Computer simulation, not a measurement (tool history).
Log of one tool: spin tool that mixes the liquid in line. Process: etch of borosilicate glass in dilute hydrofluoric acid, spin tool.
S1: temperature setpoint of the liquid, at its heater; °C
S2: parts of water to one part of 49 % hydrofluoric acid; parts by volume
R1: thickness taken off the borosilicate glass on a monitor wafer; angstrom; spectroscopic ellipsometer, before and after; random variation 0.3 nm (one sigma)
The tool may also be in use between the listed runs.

Run 1, hour 0.0: S1 24.0 °C, S2 155 parts by volume, time under the liquid (s) 130. Result: R1 378.92 angstrom.
Run 2, hour 6.0: S1 25.5 °C, S2 145 parts by volume, time under the liquid (s) 130. Result: R1 438.71 angstrom.
Run 3, hour 10.3: S1 26.5 °C, S2 140 parts by volume, time under the liquid (s) 130. Result: R1 475.31 angstrom.
Run 4, hour 14.4: S1 26.5 °C, S2 115 parts by volume, time under the liquid (s) 130. Result: R1 597.83 angstrom.
Run 5, hour 19.1: S1 27.0 °C, S2 115 parts by volume, time under the liquid (s) 130. Result: R1 605.71 angstrom.
Run 6, hour 23.3: S1 27.0 °C, S2 75 parts by volume, time under the liquid (s) 130. Result: R1 981.74 angstrom.
Run 7, hour 31.5: S1 25.5 °C, S2 75 parts by volume, time under the liquid (s) 130. Result: R1 925.90 angstrom.
Run 8, hour 38.1: S1 24.5 °C, S2 75 parts by volume, time under the liquid (s) 130. Result: R1 893.31 angstrom.
Run 9, hour 40.0: S1 24.5 °C, S2 75 parts by volume, time under the liquid (s) 130. Result: R1 892.72 angstrom.
Run 10, hour 47.3: S1 23.5 °C, S2 75 parts by volume, time under the liquid (s) 130. Result: R1 849.19 angstrom.
Run 11, hour 50.4: S1 22.5 °C, S2 75 parts by volume, time under the liquid (s) 130. Result: R1 814.33 angstrom.
Run 12, hour 52.6: S1 22.0 °C, S2 75 parts by volume, time under the liquid (s) 130. Result: R1 809.03 angstrom.
Run 13, hour 59.5: S1 21.5 °C, S2 75 parts by volume, time under the liquid (s) 130. Result: R1 787.52 angstrom.
Run 14, hour 61.8: S1 21.0 °C, S2 75 parts by volume, time under the liquid (s) 130. Result: R1 768.73 angstrom.

Run 15 comes next. What will it give?
Run 15, hour 66.1: S1 20.5 °C, S2 75 parts by volume, time under the liquid (s) 130. Result: R1 ?.

{"run 15": {"R1": 760.37}}
